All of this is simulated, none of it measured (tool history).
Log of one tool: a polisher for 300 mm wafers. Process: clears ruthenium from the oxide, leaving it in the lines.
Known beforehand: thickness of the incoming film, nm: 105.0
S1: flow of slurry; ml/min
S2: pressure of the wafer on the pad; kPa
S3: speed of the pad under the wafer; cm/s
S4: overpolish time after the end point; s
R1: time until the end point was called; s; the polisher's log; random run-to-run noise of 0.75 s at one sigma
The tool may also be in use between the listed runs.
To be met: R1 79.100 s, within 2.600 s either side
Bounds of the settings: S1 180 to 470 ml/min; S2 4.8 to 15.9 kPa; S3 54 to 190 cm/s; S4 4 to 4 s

Run 1, hour 0.0: S1 300 ml/min, S2 10.3 kPa, S3 122 cm/s, S4 4 s. Result: R1 97.662 s.
Run 2, hour 7.1: S1 300 ml/min, S2 10.3 kPa, S3 140 cm/s, S4 4 s. Result: R1 84.944 s.
Run 3, hour 9.2: S1 300 ml/min, S2 12.4 kPa, S3 140 cm/s, S4 4 s. Result: R1 72.678 s.
Run 4, hour 11.5: S1 300 ml/min, S2 12.4 kPa, S3 140 cm/s, S4 4 s. Result: R1 70.761 s.
Run 5, hour 17.0: S1 300 ml/min, S2 13.8 kPa, S3 140 cm/s, S4 4 s. Result: R1 65.126 s.
Run 6, hour 17.5: S1 300 ml/min, S2 13.8 kPa, S3 140 cm/s, S4 4 s. Result: R1 65.997 s.
Run 7, hour 19.2: S1 300 ml/min, S2 13.8 kPa, S3 140 cm/s, S4 4 s. Result: R1 65.464 s.
Run 8, hour 20.3: S1 300 ml/min, S2 13.1 kPa, S3 140 cm/s, S4 4 s. Result: R1 68.438 s.
Run 9, hour 20.9: S1 300 ml/min, S2 12.4 kPa, S3 140 cm/s, S4 4 s. Result: R1 72.063 s.
Run 10, hour 29.1: S1 300 ml/min, S2 11.7 kPa, S3 140 cm/s, S4 4 s. Result: R1 76.169 s.

Below are 5 possible settings for the next run. Only one of them brings all results inside the allowed miss of their targets. Which is it?
Run A, hour 37.3: S1 390 ml/min, S2 11.7 kPa, S3 144 cm/s, S4 4 s. Result: R1 ?.
Run B, hour 37.3: S1 360 ml/min, S2 13.8 kPa, S3 120 cm/s, S4 4 s. Result: R1 ?.
Run C, hour 37.3: S1 315 ml/min, S2 9.7 kPa, S3 166 cm/s, S4 4 s. Result: R1 ?.
Run D, hour 37.3: S1 370 ml/min, S2 11.7 kPa, S3 150 cm/s, S4 4 s. Result: R1 ?.
Run E, hour 37.3: S1 295 ml/min, S2 11.7 kPa, S3 148 cm/s, S4 4 s. Result: R1 ?.

move      R1
   A  73.600
   B  74.234
   C  79.114
   D  71.152
   E  73.015
A: lands further from the targets than the last run did
B: lands further from the targets than the last run did
C: in spec on every target
D: lands further from the targets than the last run did
E: lands further from the targets than the last run did
Correct choice: C, which meets every target
